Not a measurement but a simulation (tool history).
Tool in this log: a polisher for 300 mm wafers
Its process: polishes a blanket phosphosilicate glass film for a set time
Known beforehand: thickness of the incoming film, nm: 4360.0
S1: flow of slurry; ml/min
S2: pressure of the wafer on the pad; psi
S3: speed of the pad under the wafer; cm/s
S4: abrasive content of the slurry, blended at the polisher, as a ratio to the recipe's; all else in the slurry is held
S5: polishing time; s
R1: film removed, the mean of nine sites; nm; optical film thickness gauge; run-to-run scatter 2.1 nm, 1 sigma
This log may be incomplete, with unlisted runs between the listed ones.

| run | hour | S1 | S2 | S3 | S4 | S5 | R1 |
|---|---|---|---|---|---|---|---|
| 1 | 0.0 | 175 | 2.2 | 108 | 1.0 | 54 | 326.99 |
| 2 | 1.5 | 175 | 2.2 | 108 | 1.0 | 57 | 347.15 |
| 3 | 8.7 | 135 | 2.2 | 108 | 1.0 | 57 | 332.65 |
| 4 | 12.0 | 135 | 2.2 | 108 | 1.0 | 54 | 310.00 |
| 5 | 18.6 | 130 | 2.1 | 108 | 1.0 | 54 | 300.63 |
| 6 | 20.3 | 130 | 1.9 | 108 | 1.0 | 54 | 272.38 |

Estimate the outcome of run 7 from the log above:
| 7 | 20.9 | 130 | 1.8 | 108 | 1.0 | 54 | ? |

R1: 265.52 nm
